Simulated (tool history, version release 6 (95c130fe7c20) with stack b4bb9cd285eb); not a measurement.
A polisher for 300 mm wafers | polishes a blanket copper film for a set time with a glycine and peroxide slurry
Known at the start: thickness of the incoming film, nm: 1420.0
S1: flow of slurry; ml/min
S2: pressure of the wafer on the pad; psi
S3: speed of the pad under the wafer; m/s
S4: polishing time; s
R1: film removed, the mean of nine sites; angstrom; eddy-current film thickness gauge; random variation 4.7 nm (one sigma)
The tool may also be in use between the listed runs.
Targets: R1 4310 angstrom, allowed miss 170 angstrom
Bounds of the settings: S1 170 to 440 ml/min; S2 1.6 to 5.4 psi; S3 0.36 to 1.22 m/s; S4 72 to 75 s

run 1 hour=0 | S1=280 S2=3.5 S3=0.78 S4=72 | R1=3555.8
run 2 hour=3.5 | S1=280 S2=3.7 S3=0.78 S4=72 | R1=3688.2
run 3 hour=5.2 | S1=350 S2=3.7 S3=0.78 S4=72 | R1=3766.9
run 4 hour=7 | S1=350 S2=3.7 S3=0.78 S4=72 | R1=3699.2
run 5 hour=9.8 | S1=350 S2=3.9 S3=0.78 S4=72 | R1=3779.7
run 6 hour=11.7 | S1=350 S2=4.3 S3=0.78 S4=72 | R1=4000
run 7 hour=19.3 | S1=350 S2=4.4 S3=0.78 S4=72 | R1=4123.1
run 8 hour=20.5 | S1=350 S2=4.4 S3=0.78 S4=72 | R1=4047.7

Which of these 5 next moves meets every target?
run A hour=21.7 | S1=385 S2=5.2 S3=0.78 S4=75 | R1=?
run B hour=21.7 | S1=320 S2=4.3 S3=0.72 S4=72 | R1=?
run C hour=21.7 | S1=310 S2=4.5 S3=0.68 S4=73 | R1=?
run D hour=21.7 | S1=385 S2=3.6 S3=0.96 S4=73 | R1=?
run E hour=21.7 | S1=345 S2=4.5 S3=0.86 S4=75 | R1=?

move=A R1=4783.9
move=B R1=3793.4
move=C R1=3794
move=D R1=4296.9
move=E R1=4637.5
A: takes the result that was furthest off past its target
B: further off than the last run
C: further off than the last run
D: meets every target
E: takes the result that was furthest off past its target
The right move is D.
